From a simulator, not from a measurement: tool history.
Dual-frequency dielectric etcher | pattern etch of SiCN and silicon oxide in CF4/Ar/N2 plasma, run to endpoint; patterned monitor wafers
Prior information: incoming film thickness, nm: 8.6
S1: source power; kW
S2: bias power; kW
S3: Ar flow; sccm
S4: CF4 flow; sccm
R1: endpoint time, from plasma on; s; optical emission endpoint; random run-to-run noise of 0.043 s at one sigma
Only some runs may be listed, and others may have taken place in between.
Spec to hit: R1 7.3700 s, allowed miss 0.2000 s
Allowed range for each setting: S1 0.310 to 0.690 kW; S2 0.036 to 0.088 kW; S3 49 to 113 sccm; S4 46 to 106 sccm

run,hour,S1,S2,S3,S4,R1
1,0.0,0.500,0.062,81,76,8.6909
2,4.3,0.500,0.062,81,66,8.8871
3,10.0,0.500,0.062,81,59,9.1023
4,16.7,0.520,0.062,81,59,8.8267
5,19.0,0.470,0.062,81,59,9.5972
6,25.1,0.490,0.062,81,59,9.1878
7,31.2,0.510,0.062,81,59,8.9849
8,37.0,0.530,0.062,81,59,8.7140
9,44.0,0.540,0.062,81,59,8.5294
10,47.3,0.550,0.062,81,59,8.4742

Below are 5 possible settings for the next run. Only one of them brings all results inside the allowed miss of their targets. Which is it?
A,50.6,0.470,0.061,77,65,?
B,50.6,0.590,0.077,88,63,?
C,50.6,0.550,0.062,87,54,?
D,50.6,0.500,0.060,88,53,?
E,50.6,0.480,0.055,92,54,?

move,R1
A,9.3656
B,7.4236
C,8.7168
D,9.5627
E,10.1720
A: its largest miss is bigger than the last run's
B: hits every target within its allowed miss
C: its largest miss is bigger than the last run's
D: its largest miss is bigger than the last run's
E: its largest miss is bigger than the last run's
The move that meets every target is B.

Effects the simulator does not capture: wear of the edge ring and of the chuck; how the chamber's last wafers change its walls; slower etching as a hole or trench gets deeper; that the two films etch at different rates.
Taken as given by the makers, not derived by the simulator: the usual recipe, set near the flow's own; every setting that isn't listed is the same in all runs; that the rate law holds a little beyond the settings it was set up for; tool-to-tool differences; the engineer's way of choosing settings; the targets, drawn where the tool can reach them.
